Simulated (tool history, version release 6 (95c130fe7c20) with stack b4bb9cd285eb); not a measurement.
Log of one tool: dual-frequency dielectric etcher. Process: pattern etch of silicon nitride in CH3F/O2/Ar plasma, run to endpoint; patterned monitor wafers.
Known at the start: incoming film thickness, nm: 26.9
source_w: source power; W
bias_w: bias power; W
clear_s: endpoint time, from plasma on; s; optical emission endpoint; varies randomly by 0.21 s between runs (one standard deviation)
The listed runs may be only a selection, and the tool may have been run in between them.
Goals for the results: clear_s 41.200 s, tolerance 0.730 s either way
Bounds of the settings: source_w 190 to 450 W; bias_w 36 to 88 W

run  hour  source_w  bias_w  clear_s
  1   0.0       320      62   44.974
  2   2.3       340      63   43.612
  3  10.1       350      63   43.279
  4  12.2       310      63   44.915
  5  19.3       330      64   43.586
  6  20.8       340      64   43.250
  7  28.3       350      64   42.639
  8  35.9       360      64   42.421

Exactly one of the 4 candidate moves below puts every result within its allowed miss. Which one?
  A  43.5       340      63        ?
  B  43.5       380      58        ?
  C  43.5       350      62        ?
  D  43.5       380      64        ?

move  clear_s
   A   43.272
   B   42.575
   C   43.010
   D   41.152
A: its largest miss is bigger than the last run's
B: its largest miss is bigger than the last run's
C: its largest miss is bigger than the last run's
D: all results in spec
D is the move that brings every result within its allowed miss.

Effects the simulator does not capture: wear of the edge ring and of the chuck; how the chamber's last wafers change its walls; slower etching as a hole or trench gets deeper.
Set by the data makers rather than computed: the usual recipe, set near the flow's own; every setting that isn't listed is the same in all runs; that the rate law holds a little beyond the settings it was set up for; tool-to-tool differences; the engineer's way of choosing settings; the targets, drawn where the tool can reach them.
